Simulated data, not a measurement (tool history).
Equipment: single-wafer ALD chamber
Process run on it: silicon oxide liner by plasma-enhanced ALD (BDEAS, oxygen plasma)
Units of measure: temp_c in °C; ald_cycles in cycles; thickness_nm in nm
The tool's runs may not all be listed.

| run | hour | temp_c | ald_cycles | thickness_nm |
|---|---|---|---|---|
| 1 | 0.0 | 310 | 78 | 7.0946 |
| 2 | 3.2 | 302 | 78 | 7.1212 |
| 3 | 10.0 | 297 | 78 | 7.2565 |
| 4 | 15.6 | 306 | 78 | 7.1272 |
| 5 | 22.0 | 304 | 80 | 7.3706 |
| 6 | 30.0 | 298 | 80 | 7.4233 |
| 7 | 36.5 | 296 | 81 | 7.5184 |

Run 8, settings as shown, results not yet in. Your forecast:
| 8 | 41.8 | 296 | 81 | ? |

thickness_nm: 7.4975 nm

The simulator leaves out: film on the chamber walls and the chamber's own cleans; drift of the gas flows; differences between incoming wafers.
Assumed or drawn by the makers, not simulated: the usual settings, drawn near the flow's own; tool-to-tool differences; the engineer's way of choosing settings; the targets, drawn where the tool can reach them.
